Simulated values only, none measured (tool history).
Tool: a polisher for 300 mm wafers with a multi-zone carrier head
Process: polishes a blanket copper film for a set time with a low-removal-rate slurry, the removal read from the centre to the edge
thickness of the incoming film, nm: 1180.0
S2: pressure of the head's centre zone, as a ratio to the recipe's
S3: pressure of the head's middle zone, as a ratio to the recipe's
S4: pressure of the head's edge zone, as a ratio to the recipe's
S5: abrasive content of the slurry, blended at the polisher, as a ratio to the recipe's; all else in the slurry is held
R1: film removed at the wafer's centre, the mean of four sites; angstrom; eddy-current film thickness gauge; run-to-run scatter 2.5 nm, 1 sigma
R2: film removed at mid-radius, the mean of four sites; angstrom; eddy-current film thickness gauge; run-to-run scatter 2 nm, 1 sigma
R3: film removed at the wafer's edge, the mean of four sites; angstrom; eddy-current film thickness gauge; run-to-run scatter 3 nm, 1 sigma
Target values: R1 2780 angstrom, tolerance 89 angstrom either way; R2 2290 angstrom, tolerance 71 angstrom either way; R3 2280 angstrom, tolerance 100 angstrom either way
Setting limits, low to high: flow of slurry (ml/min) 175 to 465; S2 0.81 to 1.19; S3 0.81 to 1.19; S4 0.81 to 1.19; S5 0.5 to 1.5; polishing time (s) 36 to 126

run 1 hour=0 | flow_of_slurry_(ml/min)=295 S2=1 S3=1 S4=1 S5=1 polishing_time_(s)=81 | R1=1911.5 R2=1873.6 R3=1821.9
run 2 hour=1.9 | flow_of_slurry_(ml/min)=295 S2=1 S3=1 S4=1 S5=0.8 polishing_time_(s)=81 | R1=1781.9 R2=1762.6 R3=1688.1
run 3 hour=8.9 | flow_of_slurry_(ml/min)=310 S2=1.06 S3=1.01 S4=1.03 S5=1 polishing_time_(s)=82 | R1=2090.1 R2=1905.8 R3=1905.3
run 4 hour=16.8 | flow_of_slurry_(ml/min)=310 S2=1.06 S3=1.01 S4=1.1 S5=1 polishing_time_(s)=82 | R1=2049.5 R2=1941.1 R3=1973.3
run 5 hour=24.8 | flow_of_slurry_(ml/min)=325 S2=1.1 S3=1.03 S4=1.09 S5=1.1 polishing_time_(s)=82 | R1=2245.4 R2=2038.5 R3=2039.6
run 6 hour=32.8 | flow_of_slurry_(ml/min)=340 S2=1.13 S3=1.04 S4=1.09 S5=1.15 polishing_time_(s)=82 | R1=2328.1 R2=2100.1 R3=2079.8
run 7 hour=39.7 | flow_of_slurry_(ml/min)=345 S2=1.15 S3=1.03 S4=1.07 S5=1.25 polishing_time_(s)=83 | R1=2474.4 R2=2107.7 R3=2095.7
run 8 hour=42.3 | flow_of_slurry_(ml/min)=355 S2=1.16 S3=1.03 S4=1.08 S5=1.3 polishing_time_(s)=83 | R1=2510.1 R2=2197.7 R3=2152.4
run 9 hour=45.7 | flow_of_slurry_(ml/min)=355 S2=1.17 S3=1.02 S4=1.07 S5=1.35 polishing_time_(s)=84 | R1=2601.2 R2=2214.9 R3=2173.5
run 10 hour=52.2 | flow_of_slurry_(ml/min)=360 S2=1.18 S3=1.01 S4=1.07 S5=1.4 polishing_time_(s)=84 | R1=2600.8 R2=2245 R3=2220.9

Exercise: of the 4 proposed moves below, exactly one satisfies all targets within the stated allowed misses. Which move is it?
run A hour=58.7 | flow_of_slurry_(ml/min)=380 S2=1.19 S3=0.95 S4=1.06 S5=1.35 polishing_time_(s)=87 | R1=? R2=? R3=?
run B hour=58.7 | flow_of_slurry_(ml/min)=235 S2=1.19 S3=1.02 S4=1.05 S5=1.45 polishing_time_(s)=90 | R1=? R2=? R3=?
run C hour=58.7 | flow_of_slurry_(ml/min)=370 S2=1.15 S3=0.87 S4=1.14 S5=1.15 polishing_time_(s)=95 | R1=? R2=? R3=?
run D hour=58.7 | flow_of_slurry_(ml/min)=390 S2=1.08 S3=1.02 S4=0.95 S5=1.45 polishing_time_(s)=82 | R1=? R2=? R3=?

move=A R1=2767.1 R2=2204.4 R3=2221.3
move=B R1=2760.3 R2=2346.2 R3=2241.9
move=C R1=2772.3 R2=2126.6 R3=2395.4
move=D R1=2422.8 R2=2259.6 R3=2029.5
A: brings the result that was furthest off to its target, and leaves another outside
B: every result lands within tolerance
C: brings the result that was furthest off to its target, and leaves another outside
D: lands further from the targets than the last run did
B is the move that brings every result within its allowed miss.

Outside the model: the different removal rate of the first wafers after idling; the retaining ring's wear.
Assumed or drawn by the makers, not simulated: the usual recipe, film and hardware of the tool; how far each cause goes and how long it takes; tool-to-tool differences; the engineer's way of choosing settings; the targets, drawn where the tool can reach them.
